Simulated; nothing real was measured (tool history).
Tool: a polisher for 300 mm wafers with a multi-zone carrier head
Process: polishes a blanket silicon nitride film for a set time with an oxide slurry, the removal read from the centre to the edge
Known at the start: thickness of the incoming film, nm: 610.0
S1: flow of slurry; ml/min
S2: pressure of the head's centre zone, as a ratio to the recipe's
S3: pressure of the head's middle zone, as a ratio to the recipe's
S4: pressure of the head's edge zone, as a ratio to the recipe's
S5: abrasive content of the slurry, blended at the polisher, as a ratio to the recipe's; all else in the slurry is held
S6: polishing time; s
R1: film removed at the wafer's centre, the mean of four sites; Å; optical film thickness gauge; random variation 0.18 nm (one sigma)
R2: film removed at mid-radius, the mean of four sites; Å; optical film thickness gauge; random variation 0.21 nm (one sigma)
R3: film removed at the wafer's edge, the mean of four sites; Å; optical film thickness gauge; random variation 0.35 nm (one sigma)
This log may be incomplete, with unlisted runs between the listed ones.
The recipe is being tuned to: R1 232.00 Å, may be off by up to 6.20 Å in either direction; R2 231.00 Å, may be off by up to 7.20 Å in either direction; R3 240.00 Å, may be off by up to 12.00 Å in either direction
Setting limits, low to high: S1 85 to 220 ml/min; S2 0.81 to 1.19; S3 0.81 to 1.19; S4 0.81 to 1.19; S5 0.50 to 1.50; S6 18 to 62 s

| run | day | S1 | S2 | S3 | S4 | S5 | S6 | R1 | R2 | R3 |
|---|---|---|---|---|---|---|---|---|---|---|
| 1 | 0.000 | 140 | 1.00 | 1.00 | 1.00 | 1.00 | 40 | 219.70 | 214.02 | 209.46 |
| 2 | 0.367 | 145 | 1.00 | 1.00 | 1.03 | 1.00 | 40 | 222.24 | 212.25 | 216.43 |
| 3 | 0.642 | 145 | 1.00 | 1.00 | 0.96 | 1.00 | 40 | 221.14 | 213.66 | 205.48 |
| 4 | 0.904 | 170 | 1.00 | 1.00 | 0.96 | 1.00 | 40 | 228.91 | 219.87 | 211.81 |
| 5 | 1.162 | 175 | 0.99 | 1.00 | 0.98 | 1.00 | 40 | 227.49 | 221.69 | 216.94 |
| 6 | 1.371 | 180 | 0.99 | 1.00 | 1.00 | 1.00 | 40 | 229.67 | 224.21 | 213.19 |
| 7 | 1.488 | 175 | 0.98 | 1.00 | 1.02 | 1.05 | 40 | 231.41 | 225.58 | 225.13 |
| 8 | 1.646 | 175 | 0.98 | 1.00 | 1.03 | 1.05 | 40 | 231.45 | 226.09 | 225.47 |
| 9 | 2.017 | 175 | 0.98 | 1.00 | 1.04 | 1.05 | 40 | 229.38 | 226.17 | 224.34 |
| 10 | 2.079 | 175 | 0.98 | 1.00 | 1.06 | 1.05 | 40 | 229.26 | 225.31 | 229.34 |
| 11 | 2.362 | 175 | 0.98 | 1.00 | 1.07 | 1.05 | 40 | 231.21 | 229.17 | 222.27 |

Which one of the following 5 next-run settings gets every result inside its allowed miss? There is exactly one.
| A | 2.646 | 180 | 1.04 | 1.07 | 1.02 | 0.95 | 39 | ? | ? | ? |
| B | 2.646 | 185 | 1.11 | 1.15 | 1.08 | 0.75 | 43 | ? | ? | ? |
| C | 2.646 | 195 | 0.89 | 0.87 | 1.00 | 1.20 | 40 | ? | ? | ? |
| D | 2.646 | 145 | 0.96 | 0.98 | 1.07 | 1.10 | 42 | ? | ? | ? |
| E | 2.646 | 135 | 1.14 | 1.19 | 1.12 | 1.00 | 38 | ? | ? | ? |

| move | R1 | R2 | R3 |
|---|---|---|---|
| A | 229.78 | 225.25 | 202.52 |
| B | 235.01 | 229.76 | 199.41 |
| C | 231.08 | 221.35 | 234.16 |
| D | 236.33 | 233.72 | 234.51 |
| E | 236.68 | 233.95 | 204.04 |
A: misses by more than the last run did
B: misses by more than the last run did
C: brings the result that was furthest off to its target, and leaves another outside
D: every result within its allowed miss
E: misses by more than the last run did
Go with D: it meets all targets.

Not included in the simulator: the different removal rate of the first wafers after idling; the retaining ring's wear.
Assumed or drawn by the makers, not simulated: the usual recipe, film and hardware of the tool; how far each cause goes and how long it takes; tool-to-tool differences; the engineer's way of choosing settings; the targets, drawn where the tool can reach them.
